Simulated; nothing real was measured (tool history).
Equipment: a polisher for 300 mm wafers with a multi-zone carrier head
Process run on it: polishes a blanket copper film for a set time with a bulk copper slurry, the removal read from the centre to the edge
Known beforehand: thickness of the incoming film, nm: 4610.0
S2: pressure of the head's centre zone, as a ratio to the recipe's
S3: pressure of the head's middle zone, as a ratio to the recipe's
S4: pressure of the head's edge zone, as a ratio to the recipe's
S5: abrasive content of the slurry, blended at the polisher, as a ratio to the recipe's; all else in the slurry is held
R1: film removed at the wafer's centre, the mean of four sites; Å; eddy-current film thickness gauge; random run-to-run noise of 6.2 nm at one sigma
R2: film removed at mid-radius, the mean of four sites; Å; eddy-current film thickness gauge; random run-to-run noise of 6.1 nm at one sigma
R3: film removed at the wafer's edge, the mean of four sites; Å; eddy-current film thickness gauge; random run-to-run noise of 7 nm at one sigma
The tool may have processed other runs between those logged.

Run 1, day 0.000: flow of slurry (ml/min) 175, S2 1.00, S3 1.00, S4 1.00, S5 1.00, polishing time (s) 34. Result: R1 3230.3 Å, R2 3326.6 Å, R3 3398.3 Å.
Run 2, day 0.067: flow of slurry (ml/min) 175, S2 0.94, S3 1.00, S4 1.00, S5 1.00, polishing time (s) 34. Result: R1 3108.0 Å, R2 3288.5 Å, R3 3413.8 Å.
Run 3, day 0.196: flow of slurry (ml/min) 180, S2 0.95, S3 1.00, S4 1.01, S5 1.05, polishing time (s) 35. Result: R1 3234.8 Å, R2 3349.6 Å, R3 3450.9 Å.
Run 4, day 0.367: flow of slurry (ml/min) 175, S2 0.95, S3 1.00, S4 1.02, S5 1.05, polishing time (s) 37. Result: R1 3423.9 Å, R2 3706.5 Å, R3 3693.7 Å.
Run 5, day 0.462: flow of slurry (ml/min) 175, S2 0.95, S3 1.00, S4 1.02, S5 1.05, polishing time (s) 30. Result: R1 2747.6 Å, R2 3005.7 Å, R3 3132.2 Å.
Run 6, day 0.642: flow of slurry (ml/min) 175, S2 0.95, S3 1.00, S4 1.02, S5 1.05, polishing time (s) 22. Result: R1 2050.6 Å, R2 2164.0 Å, R3 2230.1 Å.
Run 7, day 0.896: flow of slurry (ml/min) 175, S2 0.96, S3 0.99, S4 1.03, S5 1.10, polishing time (s) 25. Result: R1 2347.7 Å, R2 2508.0 Å, R3 2563.9 Å.

What does the tool deliver on the next run?
Run 8, day 1.042: flow of slurry (ml/min) 175, S2 0.97, S3 0.97, S4 1.04, S5 1.15, polishing time (s) 28. Result: R1 ?, R2 ?, R3 ?.

R1: 2749.6 Å
R2: 2757.4 Å
R3: 2984.1 Å
